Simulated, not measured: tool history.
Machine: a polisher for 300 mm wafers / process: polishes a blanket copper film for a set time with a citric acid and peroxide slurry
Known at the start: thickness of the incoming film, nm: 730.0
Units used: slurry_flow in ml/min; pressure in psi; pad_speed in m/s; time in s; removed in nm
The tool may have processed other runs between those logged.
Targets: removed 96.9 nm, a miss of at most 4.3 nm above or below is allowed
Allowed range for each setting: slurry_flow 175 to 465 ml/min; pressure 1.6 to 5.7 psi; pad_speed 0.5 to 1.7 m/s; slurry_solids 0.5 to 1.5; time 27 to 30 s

run  hour  slurry_flow  pressure  pad_speed  slurry_solids  time  removed
  1     0          295       3.6        1.1              1    30   72.887
  2   6.8          295       3.6        1.1            1.1    30   72.834
  3  11.2          295       2.7        1.1            1.1    30   57.707
  4    14          295       2.7       0.88            1.1    30   46.534
  5  16.8          295       3.3       0.88            1.1    30   55.726
  6  17.9          295       3.5       0.88            1.1    30   59.115
  7  25.6          295       4.5       0.92            1.1    30     79.5
  8  29.7          295       4.6       0.92            1.1    30   79.526
  9  35.1          295       4.7       0.92            1.1    30   83.642
 10  36.5          295       4.8       0.92            1.1    30   85.199
 11  44.2          295       4.9       0.92            1.1    30   85.906

Exactly one of the 5 candidate moves below puts every result within its allowed miss. Which one?
  A  51.9          310         5       1.02           1.15    30        ?
  B  51.9          295       4.5       0.92            1.1    28        ?
  C  51.9          305         5       0.96            1.2    28        ?
  D  51.9          290         5       0.86           1.15    27        ?
  E  51.9          265       4.8        0.9           1.05    27        ?

move  removed
   A   98.766
   B   74.748
   C   87.944
   D   75.797
   E    73.92
A: each result inside its tolerance
B: lands further from the targets than the last run did
C: an improvement on the last run, though not all results are within tolerance
D: lands further from the targets than the last run did
E: lands further from the targets than the last run did
A is the move that brings every result within its allowed miss.

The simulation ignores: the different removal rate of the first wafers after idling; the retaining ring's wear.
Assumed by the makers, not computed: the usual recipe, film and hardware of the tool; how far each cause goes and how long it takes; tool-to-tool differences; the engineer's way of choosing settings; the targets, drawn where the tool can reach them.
